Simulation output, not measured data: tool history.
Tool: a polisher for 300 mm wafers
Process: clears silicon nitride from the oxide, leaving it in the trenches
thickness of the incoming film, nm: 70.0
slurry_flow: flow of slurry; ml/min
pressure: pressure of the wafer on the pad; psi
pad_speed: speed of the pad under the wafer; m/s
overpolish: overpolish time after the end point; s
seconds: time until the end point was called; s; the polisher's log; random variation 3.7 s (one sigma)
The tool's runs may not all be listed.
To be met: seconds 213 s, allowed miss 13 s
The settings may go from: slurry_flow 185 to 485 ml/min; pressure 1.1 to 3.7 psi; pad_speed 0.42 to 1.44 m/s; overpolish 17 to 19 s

| run | hour | slurry_flow | pressure | pad_speed | overpolish | seconds |
|---|---|---|---|---|---|---|
| 1 | 0 | 310 | 2.4 | 0.92 | 17 | 112.75 |
| 2 | 2 | 310 | 1.9 | 0.92 | 17 | 139.58 |
| 3 | 6.3 | 310 | 1.9 | 0.92 | 19 | 140.66 |
| 4 | 11.6 | 310 | 1.7 | 0.9 | 19 | 162.59 |
| 5 | 17.2 | 310 | 1.6 | 0.9 | 19 | 167.82 |
| 6 | 24.3 | 310 | 1.5 | 0.9 | 19 | 180.48 |
| 7 | 27.3 | 310 | 1.1 | 0.88 | 19 | 248.6 |
| 8 | 33.9 | 310 | 1.2 | 0.88 | 19 | 226.24 |

Which of these 5 next moves meets every target?
| A | 40.5 | 365 | 1.3 | 0.88 | 18 | ? |
| B | 40.5 | 320 | 1.3 | 0.74 | 19 | ? |
| C | 40.5 | 255 | 1.3 | 0.74 | 19 | ? |
| D | 40.5 | 305 | 1.5 | 0.86 | 17 | ? |
| E | 40.5 | 380 | 1.2 | 0.78 | 18 | ? |

| move | seconds |
|---|---|
| A | 204.81 |
| B | 244.6 |
| C | 249.41 |
| D | 185.41 |
| E | 247.47 |
A: meets every target
B: further off than the last run
C: further off than the last run
D: takes the result that was furthest off past its target
E: further off than the last run
The right move is A.
